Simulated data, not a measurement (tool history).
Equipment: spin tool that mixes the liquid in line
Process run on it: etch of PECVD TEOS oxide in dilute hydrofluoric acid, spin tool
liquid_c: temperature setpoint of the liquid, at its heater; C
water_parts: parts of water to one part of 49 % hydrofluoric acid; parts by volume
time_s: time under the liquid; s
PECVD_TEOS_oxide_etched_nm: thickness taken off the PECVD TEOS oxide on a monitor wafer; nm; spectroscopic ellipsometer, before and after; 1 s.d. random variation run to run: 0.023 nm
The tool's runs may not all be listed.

| run | hour | liquid_c | water_parts | time_s | PECVD_TEOS_oxide_etched_nm |
|---|---|---|---|---|---|
| 1 | 0.0 | 25.0 | 285 | 90 | 3.0124 |
| 2 | 8.0 | 25.0 | 285 | 70 | 2.3738 |
| 3 | 15.0 | 23.5 | 285 | 70 | 2.2535 |
| 4 | 18.1 | 23.5 | 380 | 70 | 1.5365 |
| 5 | 23.8 | 25.5 | 355 | 70 | 1.8013 |
| 6 | 28.9 | 27.0 | 330 | 70 | 2.0786 |
| 7 | 35.5 | 28.0 | 305 | 70 | 2.3634 |
| 8 | 41.1 | 29.0 | 285 | 70 | 2.6996 |
| 9 | 42.7 | 29.0 | 285 | 70 | 2.6852 |
| 10 | 44.8 | 29.5 | 270 | 70 | 2.9529 |

Estimate the outcome of run 11 from the log above:
| 11 | 47.2 | 30.0 | 260 | 70 | ? |

Run 11 produced PECVD_TEOS_oxide_etched_nm 3.1512 nm.

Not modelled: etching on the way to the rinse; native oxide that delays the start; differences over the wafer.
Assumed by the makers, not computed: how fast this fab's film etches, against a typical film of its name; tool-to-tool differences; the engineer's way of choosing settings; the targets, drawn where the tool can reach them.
